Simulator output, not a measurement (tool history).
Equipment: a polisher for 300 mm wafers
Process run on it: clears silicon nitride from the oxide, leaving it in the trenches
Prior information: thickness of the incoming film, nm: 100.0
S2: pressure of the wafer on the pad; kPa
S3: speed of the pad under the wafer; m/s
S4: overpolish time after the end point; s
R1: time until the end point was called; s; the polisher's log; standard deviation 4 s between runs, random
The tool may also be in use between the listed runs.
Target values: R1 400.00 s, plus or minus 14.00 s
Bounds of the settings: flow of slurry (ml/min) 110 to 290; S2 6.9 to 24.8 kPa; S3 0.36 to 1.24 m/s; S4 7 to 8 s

run 1 hour=0.0 | flow_of_slurry_(ml/min)=185 S2=15.9 S3=0.80 S4=8 | R1=203.70
run 2 hour=9.0 | flow_of_slurry_(ml/min)=185 S2=14.5 S3=0.78 S4=8 | R1=223.73
run 3 hour=11.6 | flow_of_slurry_(ml/min)=220 S2=14.5 S3=0.78 S4=8 | R1=220.19
run 4 hour=13.0 | flow_of_slurry_(ml/min)=220 S2=14.5 S3=0.98 S4=8 | R1=177.01
run 5 hour=15.7 | flow_of_slurry_(ml/min)=220 S2=13.1 S3=0.92 S4=8 | R1=198.54
-- hour=17.7 worn pad replaced by a new one
run 6 hour=17.7 | flow_of_slurry_(ml/min)=220 S2=11.7 S3=0.86 S4=8 | R1=215.96
run 7 hour=24.9 | flow_of_slurry_(ml/min)=220 S2=11.0 S3=0.78 S4=8 | R1=240.30
run 8 hour=31.4 | flow_of_slurry_(ml/min)=215 S2=10.3 S3=0.72 S4=8 | R1=273.35
run 9 hour=32.3 | flow_of_slurry_(ml/min)=210 S2=9.7 S3=0.68 S4=8 | R1=303.87
run 10 hour=39.6 | flow_of_slurry_(ml/min)=210 S2=9.7 S3=0.68 S4=8 | R1=298.38
run 11 hour=42.2 | flow_of_slurry_(ml/min)=205 S2=9.0 S3=0.66 S4=8 | R1=318.47
run 12 hour=43.9 | flow_of_slurry_(ml/min)=200 S2=8.3 S3=0.64 S4=8 | R1=347.68
run 13 hour=46.0 | flow_of_slurry_(ml/min)=190 S2=8.3 S3=0.64 S4=8 | R1=343.19
run 14 hour=53.7 | flow_of_slurry_(ml/min)=190 S2=8.3 S3=0.64 S4=8 | R1=343.27

Which one of the following 4 next-run settings gets every result inside its allowed miss? There is exactly one.
run A hour=61.4 | flow_of_slurry_(ml/min)=175 S2=7.6 S3=0.62 S4=8 | R1=?
run B hour=61.4 | flow_of_slurry_(ml/min)=195 S2=9.0 S3=0.48 S4=8 | R1=?
run C hour=61.4 | flow_of_slurry_(ml/min)=195 S2=9.0 S3=0.58 S4=7 | R1=?
run D hour=61.4 | flow_of_slurry_(ml/min)=185 S2=7.6 S3=0.58 S4=7 | R1=?

move=A R1=373.92
move=B R1=432.97
move=C R1=361.38
move=D R1=395.78
A: an improvement on the last run, though not all results are within tolerance
B: carries the result that was furthest off beyond its target, to the other side
C: an improvement on the last run, though not all results are within tolerance
D: all results land within tolerance of their targets
D meets every target.
